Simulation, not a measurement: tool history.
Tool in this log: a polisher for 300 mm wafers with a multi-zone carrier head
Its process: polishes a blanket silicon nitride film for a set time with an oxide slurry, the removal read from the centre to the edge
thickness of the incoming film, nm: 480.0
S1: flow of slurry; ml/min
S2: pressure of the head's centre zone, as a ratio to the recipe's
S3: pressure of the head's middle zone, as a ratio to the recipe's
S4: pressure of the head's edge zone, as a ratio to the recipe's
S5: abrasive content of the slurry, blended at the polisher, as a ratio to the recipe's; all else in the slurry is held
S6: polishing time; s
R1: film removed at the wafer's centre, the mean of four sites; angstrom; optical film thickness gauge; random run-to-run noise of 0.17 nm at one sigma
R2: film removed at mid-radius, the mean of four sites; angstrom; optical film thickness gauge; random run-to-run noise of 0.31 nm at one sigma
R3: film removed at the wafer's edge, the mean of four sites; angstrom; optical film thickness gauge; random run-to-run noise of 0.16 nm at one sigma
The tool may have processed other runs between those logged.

run  hour   S1    S2    S3    S4    S5  S6      R1      R2      R3
  1     0  290     1     1     1     1  38  268.53  261.72  263.71
  2   1.9  290     1  0.92     1     1  38  265.91  241.79  260.97
  3   4.7  290     1  0.92     1     1  45  317.49  282.91  308.33
  4   9.4  290  0.98  0.94  0.97   0.9  44  285.87  279.94  286.38
  5  13.7  290  0.93  0.94  0.97   0.9  44  270.92  280.09  290.16
  6  14.6  290  0.93  0.95  0.95  0.85  43  260.84  264.95   272.5
  7  19.2  290  0.92  0.97  0.93   0.8  42  246.16  250.78  251.26
  8  25.8  285   0.9  0.99  0.91  0.75  42  231.36  248.78  242.32
  9  28.8  280  0.89     1  0.89   0.7  42   219.6  240.03  229.44
 10  29.6  280  0.89     1  0.89   0.7  42  220.58  244.72  229.72
 11  35.8  275  0.88     1  0.88   0.7  42  213.61  238.15  230.25
 12  41.1  270  0.88  1.01  0.87  0.65  42  208.86  235.26  219.48
 13  48.3  260  0.88  1.02  0.86  0.65  42  204.91  232.92  214.45
 14  56.4  250  0.88  1.03  0.86  0.65  42  206.03  239.35  214.05
 15  57.9  240  0.86  1.02  0.81  0.55  42  181.58  215.32  190.76
 16  59.7  250  0.86  1.02  0.81  0.55  42  182.34  211.89  192.81
 17  67.8  255  0.86  1.03  0.81  0.55  42  186.64  213.65  192.96
 18  72.4  255  0.86  1.04  0.81  0.55  42  184.18  219.15  191.15

What will run 19 give?
 19  79.9  260  0.86  1.04  0.82  0.55  42   ?   ?   ?

{"run 19": {"R1": 182.25, "R2": 223.5, "R3": 193.91}}
